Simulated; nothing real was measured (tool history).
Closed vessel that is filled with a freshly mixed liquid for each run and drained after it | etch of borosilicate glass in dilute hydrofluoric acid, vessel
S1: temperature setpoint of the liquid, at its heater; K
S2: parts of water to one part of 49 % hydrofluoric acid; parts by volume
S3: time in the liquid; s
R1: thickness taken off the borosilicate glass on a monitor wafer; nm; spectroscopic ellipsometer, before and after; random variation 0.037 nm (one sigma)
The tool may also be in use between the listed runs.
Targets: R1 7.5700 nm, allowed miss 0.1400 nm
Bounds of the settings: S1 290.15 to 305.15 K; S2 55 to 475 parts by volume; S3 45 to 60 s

run,hour,S1,S2,S3,R1
1,0.0,297.15,265,60,5.1197
2,3.5,298.65,260,60,5.4725
3,10.5,299.65,255,60,5.8547
4,17.1,300.65,250,60,6.2156
5,22.2,303.65,250,60,6.9320
6,24.1,303.65,330,60,4.7204
7,30.8,304.15,315,60,5.1529
8,31.4,304.15,300,60,5.4892
9,38.7,304.15,290,60,5.7605
10,47.0,304.15,280,60,6.0274
11,49.7,304.15,270,60,6.3092
12,58.2,305.15,235,60,7.7655

Which of these 4 next moves meets every target?
A,66.7,300.15,210,60,?
B,66.7,304.65,215,55,?
C,66.7,303.65,225,60,?
D,66.7,305.15,230,60,?

move,R1
A,7.5629
B,7.8631
C,7.8290
D,8.0030
A: meets every target
B: further off than the last run
C: further off than the last run
D: further off than the last run
The right move is A.
